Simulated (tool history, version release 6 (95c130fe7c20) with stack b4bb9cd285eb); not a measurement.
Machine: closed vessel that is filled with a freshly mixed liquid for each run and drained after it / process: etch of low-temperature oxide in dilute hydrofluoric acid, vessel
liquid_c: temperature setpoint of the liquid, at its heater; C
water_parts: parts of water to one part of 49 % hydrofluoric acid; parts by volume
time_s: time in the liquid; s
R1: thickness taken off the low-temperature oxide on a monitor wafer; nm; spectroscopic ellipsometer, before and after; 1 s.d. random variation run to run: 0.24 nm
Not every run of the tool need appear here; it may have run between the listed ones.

{"run": 1, "hour": 0.0, "liquid_c": 23, "water_parts": 190, "time_s": 545, "R1": 36.567}
{"run": 2, "hour": 1.2, "liquid_c": 23, "water_parts": 190, "time_s": 545, "R1": 36.89}
{"run": 3, "hour": 10.0, "liquid_c": 24.5, "water_parts": 190, "time_s": 545, "R1": 38.65}
{"run": 4, "hour": 15.8, "liquid_c": 24.5, "water_parts": 230, "time_s": 545, "R1": 30.897}
{"run": 5, "hour": 24.6, "liquid_c": 26.5, "water_parts": 225, "time_s": 545, "R1": 33.796}
{"run": 6, "hour": 32.7, "liquid_c": 28, "water_parts": 220, "time_s": 545, "R1": 36.728}
{"run": 7, "hour": 36.0, "liquid_c": 29, "water_parts": 215, "time_s": 545, "R1": 39.321}
{"run": 8, "hour": 41.8, "liquid_c": 29.5, "water_parts": 210, "time_s": 545, "R1": 41.136}
{"run": 9, "hour": 50.5, "liquid_c": 30, "water_parts": 210, "time_s": 545, "R1": 41.659}

Predict the results of run 10:
{"run": 10, "hour": 58.2, "liquid_c": 30.5, "water_parts": 210, "time_s": 545, "R1": "?"}

{"run 10": {"R1": 42.357}}
